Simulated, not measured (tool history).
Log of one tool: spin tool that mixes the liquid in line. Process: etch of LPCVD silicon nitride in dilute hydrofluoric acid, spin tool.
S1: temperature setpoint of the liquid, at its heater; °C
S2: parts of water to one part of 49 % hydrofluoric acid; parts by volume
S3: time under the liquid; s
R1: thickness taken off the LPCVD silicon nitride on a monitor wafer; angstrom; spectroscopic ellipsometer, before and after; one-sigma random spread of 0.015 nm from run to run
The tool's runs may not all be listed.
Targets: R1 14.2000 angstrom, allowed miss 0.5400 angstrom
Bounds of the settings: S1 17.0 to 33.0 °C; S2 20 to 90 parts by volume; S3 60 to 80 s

{"run": 1, "hour": 0.0, "S1": 25.0, "S2": 50, "S3": 80, "R1": 8.3841}
{"run": 2, "hour": 1.7, "S1": 27.5, "S2": 50, "S3": 80, "R1": 9.7473}
{"run": 3, "hour": 9.7, "S1": 29.0, "S2": 50, "S3": 80, "R1": 10.757}
{"run": 4, "hour": 11.8, "S1": 30.0, "S2": 50, "S3": 80, "R1": 11.346}
{"run": 5, "hour": 18.4, "S1": 31.0, "S2": 50, "S3": 80, "R1": 12.248}
{"run": 6, "hour": 26.7, "S1": 31.0, "S2": 40, "S3": 80, "R1": 15.165}
{"run": 7, "hour": 31.4, "S1": 30.5, "S2": 40, "S3": 80, "R1": 14.794}
{"run": 8, "hour": 36.1, "S1": 30.5, "S2": 40, "S3": 80, "R1": 14.896}

Pick the move, out of 4, that brings all results within their allowed miss; only one does.
{"run": "A", "hour": 40.8, "S1": 32.0, "S2": 40, "S3": 75, "R1": "?"}
{"run": "B", "hour": 40.8, "S1": 32.0, "S2": 35, "S3": 65, "R1": "?"}
{"run": "C", "hour": 40.8, "S1": 32.5, "S2": 35, "S3": 65, "R1": "?"}
{"run": "D", "hour": 40.8, "S1": 31.0, "S2": 35, "S3": 65, "R1": "?"}

move=A R1=15.3940
move=B R1=15.2150
move=C R1=15.7100
move=D R1=14.2660
A: moves away from the targets compared with the last run
B: moves away from the targets compared with the last run
C: moves away from the targets compared with the last run
D: meets every target
D is the move that brings every result within its allowed miss.
